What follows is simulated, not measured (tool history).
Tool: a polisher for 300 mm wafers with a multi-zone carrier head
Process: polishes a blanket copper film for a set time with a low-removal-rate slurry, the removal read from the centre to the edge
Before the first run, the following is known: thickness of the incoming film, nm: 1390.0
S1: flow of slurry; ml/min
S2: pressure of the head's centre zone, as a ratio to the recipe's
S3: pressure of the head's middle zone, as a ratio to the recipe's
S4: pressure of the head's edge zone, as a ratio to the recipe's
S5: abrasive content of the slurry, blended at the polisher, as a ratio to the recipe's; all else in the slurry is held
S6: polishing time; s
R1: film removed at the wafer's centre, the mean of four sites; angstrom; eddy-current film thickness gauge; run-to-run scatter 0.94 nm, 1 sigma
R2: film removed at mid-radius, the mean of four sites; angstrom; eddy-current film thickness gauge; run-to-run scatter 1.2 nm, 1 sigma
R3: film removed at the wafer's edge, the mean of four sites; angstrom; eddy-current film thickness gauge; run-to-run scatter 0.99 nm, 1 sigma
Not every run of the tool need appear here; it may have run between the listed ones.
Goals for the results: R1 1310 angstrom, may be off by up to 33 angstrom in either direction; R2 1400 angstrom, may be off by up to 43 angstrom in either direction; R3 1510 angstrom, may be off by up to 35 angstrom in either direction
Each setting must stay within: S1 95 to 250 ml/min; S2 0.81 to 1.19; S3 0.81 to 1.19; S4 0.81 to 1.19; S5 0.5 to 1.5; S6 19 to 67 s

run,hour,S1,S2,S3,S4,S5,S6,R1,R2,R3
1,0,160,1,1,1,1,43,1251.1,1234.3,1261.4
2,0.8,160,1,1,1,0.9,43,1204.9,1220.6,1233.7
3,6.1,160,1,1,1,0.9,38,1080.4,1086.7,1086.7
4,14.3,160,1,1,1,0.8,38,1058.8,1054.7,1067.7
5,20.2,170,0.98,1,1.05,1,39,1112.4,1145.5,1178.1
6,28,155,0.98,1,1.05,1,39,1090.6,1121.9,1151.4
7,32.3,175,0.97,1,1.09,1.15,39,1117.2,1176.5,1231
8,35.6,190,0.98,1,1.12,1.25,40,1210.4,1229,1312.8
9,43.2,200,0.97,1.01,1.14,1.3,41,1245.8,1297.3,1372
10,48.8,205,0.96,1.01,1.16,1.35,41,1248,1315.2,1400.4
11,50.7,210,0.95,1.01,1.17,1.4,41,1252,1302.5,1419.8
12,58.1,215,0.95,1.02,1.18,1.45,41,1253.5,1328.2,1450.2
13,58.8,220,0.95,1.03,1.18,1.45,41,1266.4,1335.6,1438.4

Next run, 5 choices. One meets every target within its allowed miss, the rest don't. Which?
A,59.5,175,0.96,1.04,1.19,1.5,43,?,?,?
B,59.5,205,0.89,0.99,1.19,1.5,42,?,?,?
C,59.5,230,0.97,0.99,1.17,1.45,41,?,?,?
D,59.5,200,0.87,1.01,1.18,1.45,44,?,?,?
E,59.5,200,0.9,1.09,1.19,1.5,42,?,?,?

move,R1,R2,R3
A,1291.2,1378.4,1494.9
B,1196,1337.5,1483.5
C,1284.4,1314.4,1440.4
D,1212,1403.2,1532.9
E,1205.9,1408.9,1478.7
A: every result lands within tolerance
B: brings the result that was furthest off to its target, and leaves another outside
C: as far off as the last run
D: brings the result that was furthest off to its target, and leaves another outside
E: brings the result that was furthest off to its target, and leaves another outside
Move A is the one to make.

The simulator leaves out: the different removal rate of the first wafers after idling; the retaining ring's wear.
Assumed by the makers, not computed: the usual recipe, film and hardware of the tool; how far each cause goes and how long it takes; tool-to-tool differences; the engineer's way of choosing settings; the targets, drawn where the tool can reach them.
